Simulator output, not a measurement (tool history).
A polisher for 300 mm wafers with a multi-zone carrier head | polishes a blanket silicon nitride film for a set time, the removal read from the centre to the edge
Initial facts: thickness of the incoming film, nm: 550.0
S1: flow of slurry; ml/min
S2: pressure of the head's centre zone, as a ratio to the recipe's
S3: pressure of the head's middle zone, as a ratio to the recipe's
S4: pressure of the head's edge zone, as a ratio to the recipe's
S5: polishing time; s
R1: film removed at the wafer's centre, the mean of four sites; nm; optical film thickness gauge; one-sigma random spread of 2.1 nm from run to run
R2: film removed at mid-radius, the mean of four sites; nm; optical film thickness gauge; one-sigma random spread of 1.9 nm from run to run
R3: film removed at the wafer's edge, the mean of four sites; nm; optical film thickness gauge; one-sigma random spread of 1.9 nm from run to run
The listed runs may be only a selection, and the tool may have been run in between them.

run 1 hour=0.0 | S1=150 S2=1.00 S3=1.00 S4=1.00 S5=71 | R1=113.29 R2=114.92 R3=113.36
run 2 hour=2.8 | S1=150 S2=0.92 S3=1.00 S4=1.00 S5=71 | R1=101.10 R2=113.56 R3=112.86
run 3 hour=6.6 | S1=155 S2=0.94 S3=1.00 S4=1.02 S5=74 | R1=110.78 R2=118.87 R3=121.12
run 4 hour=11.7 | S1=155 S2=0.94 S3=1.00 S4=1.02 S5=87 | R1=128.69 R2=140.46 R3=142.66
run 5 hour=19.0 | S1=155 S2=0.94 S3=1.00 S4=1.02 S5=99 | R1=146.16 R2=159.44 R3=159.32
run 6 hour=21.8 | S1=160 S2=0.95 S3=0.99 S4=1.02 S5=99 | R1=147.94 R2=159.65 R3=159.64
run 7 hour=24.6 | S1=165 S2=0.97 S3=0.98 S4=1.03 S5=99 | R1=154.55 R2=160.66 R3=161.78

Run 8 is up next; what results do you expect?
run 8 hour=33.5 | S1=170 S2=0.98 S3=0.97 S4=1.04 S5=99 | R1=? R2=? R3=?

Logged for run 8: R1 154.28 nm, R2 162.82 nm, R3 166.71 nm.

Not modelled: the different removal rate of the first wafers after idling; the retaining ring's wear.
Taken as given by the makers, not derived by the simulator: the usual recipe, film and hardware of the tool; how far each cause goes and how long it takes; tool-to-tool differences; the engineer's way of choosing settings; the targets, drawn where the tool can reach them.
